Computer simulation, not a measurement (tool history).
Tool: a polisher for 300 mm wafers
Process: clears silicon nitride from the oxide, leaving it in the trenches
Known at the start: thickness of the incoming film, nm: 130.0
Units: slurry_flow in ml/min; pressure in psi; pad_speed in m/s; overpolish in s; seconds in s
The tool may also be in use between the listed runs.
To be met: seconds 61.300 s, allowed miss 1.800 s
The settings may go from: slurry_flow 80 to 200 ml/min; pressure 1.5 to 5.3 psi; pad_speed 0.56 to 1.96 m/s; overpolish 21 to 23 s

| run | hour | slurry_flow | pressure | pad_speed | overpolish | seconds |
|---|---|---|---|---|---|---|
| 1 | 0.0 | 130 | 3.4 | 1.26 | 21 | 84.198 |
| 2 | 3.1 | 130 | 2.9 | 1.26 | 21 | 95.833 |
| 3 | 10.7 | 145 | 2.9 | 1.26 | 21 | 94.714 |
| 4 | 17.4 | 145 | 2.9 | 1.26 | 21 | 94.487 |
| 5 | 18.5 | 145 | 3.3 | 1.26 | 21 | 85.021 |
| 6 | 24.9 | 145 | 3.3 | 1.04 | 21 | 101.200 |
| 7 | 26.5 | 175 | 4.3 | 1.06 | 21 | 74.168 |
| 8 | 32.3 | 175 | 4.4 | 1.06 | 21 | 72.765 |
| 9 | 39.8 | 190 | 5.0 | 1.06 | 21 | 62.917 |

Which of these 4 next moves meets every target?
| A | 47.3 | 195 | 5.1 | 1.02 | 23 | ? |
| B | 47.3 | 180 | 5.2 | 1.00 | 23 | ? |
| C | 47.3 | 185 | 5.2 | 1.06 | 21 | ? |
| D | 47.3 | 190 | 4.9 | 1.02 | 21 | ? |

| move | seconds |
|---|---|
| A | 64.135 |
| B | 64.879 |
| C | 61.095 |
| D | 66.901 |
A: further off than the last run
B: further off than the last run
C: meets every target
D: further off than the last run
Move C is the one to make.

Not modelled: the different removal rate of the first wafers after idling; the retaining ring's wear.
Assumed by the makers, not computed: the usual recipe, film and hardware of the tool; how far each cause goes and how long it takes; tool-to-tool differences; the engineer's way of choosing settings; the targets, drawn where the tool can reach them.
